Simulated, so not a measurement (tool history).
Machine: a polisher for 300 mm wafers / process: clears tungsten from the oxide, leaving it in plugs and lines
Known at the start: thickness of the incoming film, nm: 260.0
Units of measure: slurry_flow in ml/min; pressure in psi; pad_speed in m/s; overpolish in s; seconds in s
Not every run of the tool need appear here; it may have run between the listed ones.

run  hour  slurry_flow  pressure  pad_speed  slurry_solids  overpolish  seconds
  1     0          145       3.9       1.42              1           6   42.571
  2     6          145       4.4       1.42              1           6   37.527
  3  10.5          160       4.4       1.42              1           6   36.831
  4  15.8          160       4.4       1.42            1.2           6   35.328
  5  17.2          160       4.4       1.42              1           6   37.503
  6  18.4          160       3.8        1.4              1           6   43.634
  7  23.5          160       3.4       1.38              1           6   48.749
  8  27.3          160       3.4       1.38              1           6    48.95

What does the tool deliver on the next run?
  9  35.8          160       3.2       1.38              1           6        ?

{"run 9": {"seconds": 52.075}}

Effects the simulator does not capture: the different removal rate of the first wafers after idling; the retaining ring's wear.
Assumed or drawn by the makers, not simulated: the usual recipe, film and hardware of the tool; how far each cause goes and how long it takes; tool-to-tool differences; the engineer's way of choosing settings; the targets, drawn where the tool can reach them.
